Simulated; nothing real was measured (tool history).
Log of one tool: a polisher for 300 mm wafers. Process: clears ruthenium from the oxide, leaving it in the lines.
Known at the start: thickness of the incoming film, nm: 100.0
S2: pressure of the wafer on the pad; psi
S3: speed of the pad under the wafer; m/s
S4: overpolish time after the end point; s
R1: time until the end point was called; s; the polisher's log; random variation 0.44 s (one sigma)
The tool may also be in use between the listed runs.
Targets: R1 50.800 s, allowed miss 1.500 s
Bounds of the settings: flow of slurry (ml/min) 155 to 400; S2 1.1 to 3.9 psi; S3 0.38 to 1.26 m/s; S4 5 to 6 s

Run 1, day 0.000: flow of slurry (ml/min) 255, S2 2.5 psi, S3 0.82 m/s, S4 6 s. Result: R1 83.135 s.
Run 2, day 0.262: flow of slurry (ml/min) 255, S2 2.1 psi, S3 0.82 m/s, S4 6 s. Result: R1 95.185 s.
Run 3, day 0.512: flow of slurry (ml/min) 255, S2 2.3 psi, S3 0.82 m/s, S4 6 s. Result: R1 88.693 s.
Run 4, day 0.679: flow of slurry (ml/min) 225, S2 2.3 psi, S3 0.82 m/s, S4 6 s. Result: R1 89.238 s.
Run 5, day 0.729: flow of slurry (ml/min) 225, S2 2.5 psi, S3 0.82 m/s, S4 6 s. Result: R1 83.371 s.
Run 6, day 1.088: flow of slurry (ml/min) 225, S2 1.9 psi, S3 0.82 m/s, S4 6 s. Result: R1 103.690 s.
Run 7, day 1.371: flow of slurry (ml/min) 225, S2 2.1 psi, S3 0.82 m/s, S4 6 s. Result: R1 95.840 s.
Run 8, day 1.700: flow of slurry (ml/min) 225, S2 2.3 psi, S3 0.82 m/s, S4 6 s. Result: R1 90.305 s.
Run 9, day 2.008: flow of slurry (ml/min) 230, S2 2.5 psi, S3 0.82 m/s, S4 6 s. Result: R1 84.866 s.
Run 10, day 2.167: flow of slurry (ml/min) 235, S2 2.6 psi, S3 0.82 m/s, S4 6 s. Result: R1 81.623 s.
Run 11, day 2.533: flow of slurry (ml/min) 245, S2 3.3 psi, S3 0.84 m/s, S4 6 s. Result: R1 63.360 s.
Run 12, day 2.750: flow of slurry (ml/min) 245, S2 3.4 psi, S3 0.84 m/s, S4 6 s. Result: R1 62.306 s.
Run 13, day 3.075: flow of slurry (ml/min) 245, S2 3.5 psi, S3 0.84 m/s, S4 6 s. Result: R1 60.068 s.
Run 14, day 3.217: flow of slurry (ml/min) 250, S2 3.7 psi, S3 0.86 m/s, S4 6 s. Result: R1 56.479 s.
Run 15, day 3.404: flow of slurry (ml/min) 250, S2 3.8 psi, S3 0.88 m/s, S4 6 s. Result: R1 54.261 s.

Which of these 5 next moves meets every target?
Run A, day 3.592: flow of slurry (ml/min) 225, S2 3.7 psi, S3 0.90 m/s, S4 6 s. Result: R1 ?.
Run B, day 3.592: flow of slurry (ml/min) 320, S2 3.5 psi, S3 0.98 m/s, S4 5 s. Result: R1 ?.
Run C, day 3.592: flow of slurry (ml/min) 255, S2 3.9 psi, S3 0.80 m/s, S4 6 s. Result: R1 ?.
Run D, day 3.592: flow of slurry (ml/min) 230, S2 3.5 psi, S3 0.90 m/s, S4 6 s. Result: R1 ?.
Run E, day 3.592: flow of slurry (ml/min) 250, S2 3.8 psi, S3 0.86 m/s, S4 6 s. Result: R1 ?.

move      R1
   A  54.059
   B  50.346
   C  57.024
   D  56.596
   E  54.510
A: nearer than the last run, and not there yet
B: meets every target
C: further off than the last run
D: further off than the last run
E: further off than the last run
Answer: B

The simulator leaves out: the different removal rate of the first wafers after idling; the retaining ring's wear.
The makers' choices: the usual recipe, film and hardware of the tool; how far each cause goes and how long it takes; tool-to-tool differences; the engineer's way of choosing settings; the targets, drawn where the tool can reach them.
